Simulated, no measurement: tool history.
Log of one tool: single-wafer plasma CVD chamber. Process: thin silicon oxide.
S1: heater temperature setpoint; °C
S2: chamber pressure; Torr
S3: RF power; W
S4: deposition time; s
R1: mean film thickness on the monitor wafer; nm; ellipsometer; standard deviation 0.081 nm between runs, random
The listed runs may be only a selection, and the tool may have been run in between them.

run,hour,S1,S2,S3,S4,R1
1,0,400,1.02,310,14,31.74
2,1.7,400,1.02,310,14,31.699
3,9.8,400,1.07,310,14,33.043
4,15.3,400,1.07,280,14,31.899
5,20.1,400,1.12,280,14,33.127
6,24,400,1.12,250,14,32.014

The next listed run, before its measurement:
7,25.4,400,1.17,250,14,?

{"run 7": {"R1": 33.137}}

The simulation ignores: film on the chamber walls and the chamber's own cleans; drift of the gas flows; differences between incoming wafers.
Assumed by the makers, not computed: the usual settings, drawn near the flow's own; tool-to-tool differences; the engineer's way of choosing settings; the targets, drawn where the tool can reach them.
